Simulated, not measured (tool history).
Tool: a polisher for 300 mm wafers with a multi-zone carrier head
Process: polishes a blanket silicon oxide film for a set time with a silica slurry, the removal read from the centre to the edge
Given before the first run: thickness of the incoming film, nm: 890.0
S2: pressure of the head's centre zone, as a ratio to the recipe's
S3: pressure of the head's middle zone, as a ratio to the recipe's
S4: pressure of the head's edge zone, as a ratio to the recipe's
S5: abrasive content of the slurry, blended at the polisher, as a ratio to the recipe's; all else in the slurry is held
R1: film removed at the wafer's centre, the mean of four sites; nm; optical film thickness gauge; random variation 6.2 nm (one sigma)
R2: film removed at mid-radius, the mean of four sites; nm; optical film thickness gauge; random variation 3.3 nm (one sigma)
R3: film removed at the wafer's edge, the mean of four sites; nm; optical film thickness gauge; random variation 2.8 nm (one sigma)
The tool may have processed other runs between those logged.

Run 1, hour 0.0: flow of slurry (ml/min) 315, S2 1.00, S3 1.00, S4 1.00, S5 1.00, polishing time (s) 73. Result: R1 359.46 nm, R2 347.26 nm, R3 347.62 nm.
Run 2, hour 7.6: flow of slurry (ml/min) 320, S2 1.00, S3 1.02, S4 1.04, S5 1.10, polishing time (s) 73. Result: R1 372.85 nm, R2 372.26 nm, R3 370.65 nm.
Run 3, hour 16.5: flow of slurry (ml/min) 325, S2 1.00, S3 1.03, S4 1.07, S5 1.15, polishing time (s) 73. Result: R1 375.21 nm, R2 381.37 nm, R3 391.15 nm.
Run 4, hour 21.4: flow of slurry (ml/min) 325, S2 1.00, S3 1.03, S4 1.07, S5 1.05, polishing time (s) 73. Result: R1 370.52 nm, R2 369.27 nm, R3 367.21 nm.
Run 5, hour 27.1: flow of slurry (ml/min) 335, S2 1.01, S3 1.05, S4 1.09, S5 1.15, polishing time (s) 73. Result: R1 392.26 nm, R2 393.07 nm, R3 389.72 nm.
Run 6, hour 28.6: flow of slurry (ml/min) 335, S2 1.01, S3 1.05, S4 1.09, S5 1.20, polishing time (s) 73. Result: R1 404.03 nm, R2 402.78 nm, R3 398.36 nm.
Run 7, hour 31.7: flow of slurry (ml/min) 340, S2 1.00, S3 1.06, S4 1.11, S5 1.25, polishing time (s) 73. Result: R1 392.70 nm, R2 411.98 nm, R3 414.12 nm.
Run 8, hour 35.8: flow of slurry (ml/min) 380, S2 1.10, S3 1.16, S4 1.19, S5 1.40, polishing time (s) 73. Result: R1 463.93 nm, R2 473.77 nm, R3 452.60 nm.

The next listed run, before its measurement:
Run 9, hour 37.8: flow of slurry (ml/min) 380, S2 1.08, S3 1.15, S4 1.19, S5 1.40, polishing time (s) 73. Result: R1 ?, R2 ?, R3 ?.

Run 9 produced R1 473.88 nm, R2 466.37 nm, R3 447.96 nm.

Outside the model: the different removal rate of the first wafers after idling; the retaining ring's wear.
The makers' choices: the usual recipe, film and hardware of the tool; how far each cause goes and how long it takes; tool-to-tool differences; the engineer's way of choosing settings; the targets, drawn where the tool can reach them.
